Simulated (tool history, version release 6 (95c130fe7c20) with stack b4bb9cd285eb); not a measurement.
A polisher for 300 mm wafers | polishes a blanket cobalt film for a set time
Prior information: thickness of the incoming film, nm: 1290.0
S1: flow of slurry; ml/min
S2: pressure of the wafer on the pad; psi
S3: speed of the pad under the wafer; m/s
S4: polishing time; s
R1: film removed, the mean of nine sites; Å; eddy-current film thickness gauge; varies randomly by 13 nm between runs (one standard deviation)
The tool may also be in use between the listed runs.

{"run": 1, "hour": 0.0, "S1": 135, "S2": 1.7, "S3": 0.92, "S4": 96, "R1": 3974.6}
{"run": 2, "hour": 4.8, "S1": 135, "S2": 1.4, "S3": 0.92, "S4": 96, "R1": 3311.1}
{"run": 3, "hour": 12.0, "S1": 135, "S2": 1.4, "S3": 0.92, "S4": 101, "R1": 3485.8}
{"run": 4, "hour": 19.2, "S1": 135, "S2": 1.4, "S3": 1.06, "S4": 101, "R1": 3658.5}
{"run": 5, "hour": 25.5, "S1": 135, "S2": 1.7, "S3": 1.08, "S4": 101, "R1": 4692.3}
{"hour": 34.4, "done": "worn pad replaced by a new one"}
{"run": 6, "hour": 34.4, "S1": 135, "S2": 1.9, "S3": 1.1, "S4": 101, "R1": 5497.9}
{"run": 7, "hour": 36.5, "S1": 135, "S2": 1.9, "S3": 1.1, "S4": 101, "R1": 5610.9}
{"run": 8, "hour": 44.7, "S1": 135, "S2": 2.0, "S3": 1.1, "S4": 101, "R1": 6122.0}
{"run": 9, "hour": 48.1, "S1": 135, "S2": 2.1, "S3": 1.1, "S4": 101, "R1": 6215.8}

Run 10 is up next; what results do you expect?
{"run": 10, "hour": 49.2, "S1": 135, "S2": 2.2, "S3": 1.1, "S4": 101, "R1": "?"}

Run 10 produced R1 6555.8 Å.

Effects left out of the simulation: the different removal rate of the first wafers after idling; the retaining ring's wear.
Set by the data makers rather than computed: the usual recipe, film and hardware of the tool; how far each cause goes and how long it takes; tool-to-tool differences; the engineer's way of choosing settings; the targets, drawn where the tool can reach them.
